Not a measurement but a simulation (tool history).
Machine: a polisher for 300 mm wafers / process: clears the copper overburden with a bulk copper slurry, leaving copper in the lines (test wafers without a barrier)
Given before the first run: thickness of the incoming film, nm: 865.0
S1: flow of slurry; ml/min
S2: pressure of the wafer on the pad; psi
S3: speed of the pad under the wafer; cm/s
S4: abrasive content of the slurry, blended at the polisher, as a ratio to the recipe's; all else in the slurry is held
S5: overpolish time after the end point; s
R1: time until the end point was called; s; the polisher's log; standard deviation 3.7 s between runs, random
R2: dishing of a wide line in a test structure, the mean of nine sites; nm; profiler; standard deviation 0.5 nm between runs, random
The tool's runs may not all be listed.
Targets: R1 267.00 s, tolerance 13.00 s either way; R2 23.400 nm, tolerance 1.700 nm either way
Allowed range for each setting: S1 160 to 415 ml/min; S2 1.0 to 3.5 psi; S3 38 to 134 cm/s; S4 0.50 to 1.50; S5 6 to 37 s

Run 1, hour 0.0: S1 265 ml/min, S2 2.2 psi, S3 86 cm/s, S4 1.00, S5 19 s. Result: R1 169.11 s, R2 25.759 nm.
Run 2, hour 4.1: S1 265 ml/min, S2 2.7 psi, S3 86 cm/s, S4 1.00, S5 19 s. Result: R1 145.94 s, R2 27.876 nm.
Run 3, hour 10.1: S1 265 ml/min, S2 2.2 psi, S3 82 cm/s, S4 1.00, S5 21 s. Result: R1 176.69 s, R2 25.585 nm.
Run 4, hour 15.3: S1 265 ml/min, S2 1.9 psi, S3 82 cm/s, S4 1.00, S5 21 s. Result: R1 198.28 s, R2 24.360 nm.
Run 5, hour 18.9: S1 265 ml/min, S2 1.9 psi, S3 68 cm/s, S4 1.00, S5 21 s. Result: R1 231.39 s, R2 23.495 nm.
Run 6, hour 25.7: S1 265 ml/min, S2 2.4 psi, S3 68 cm/s, S4 1.00, S5 21 s. Result: R1 193.51 s, R2 25.238 nm.
Run 7, hour 27.6: S1 265 ml/min, S2 2.1 psi, S3 66 cm/s, S4 1.00, S5 24 s. Result: R1 218.47 s, R2 25.605 nm.
Run 8, hour 31.8: S1 265 ml/min, S2 1.9 psi, S3 66 cm/s, S4 1.00, S5 24 s. Result: R1 234.68 s, R2 25.711 nm.
Run 9, hour 38.8: S1 265 ml/min, S2 1.8 psi, S3 66 cm/s, S4 1.00, S5 23 s. Result: R1 244.42 s, R2 24.976 nm.

Below are 5 possible settings for the next run. Only one of them brings all results inside the allowed miss of their targets. Which is it?
Run A, hour 45.8: S1 345 ml/min, S2 1.9 psi, S3 70 cm/s, S4 0.85, S5 37 s. Result: R1 ?, R2 ?.
Run B, hour 45.8: S1 270 ml/min, S2 1.8 psi, S3 72 cm/s, S4 0.90, S5 21 s. Result: R1 ?, R2 ?.
Run C, hour 45.8: S1 290 ml/min, S2 1.9 psi, S3 66 cm/s, S4 1.05, S5 18 s. Result: R1 ?, R2 ?.
Run D, hour 45.8: S1 185 ml/min, S2 2.7 psi, S3 44 cm/s, S4 0.95, S5 37 s. Result: R1 ?, R2 ?.
Run E, hour 45.8: S1 275 ml/min, S2 1.8 psi, S3 58 cm/s, S4 1.10, S5 21 s. Result: R1 ?, R2 ?.

move      R1      R2
   A  226.00  26.954
   B  232.55  24.291
   C  229.26  23.369
   D  256.41  27.444
   E  263.48  23.398
A: further off than the last run
B: further off than the last run
C: further off than the last run
D: brings the last run's worst result on target, with another outside its allowed miss
E: meets every target
Answer: E
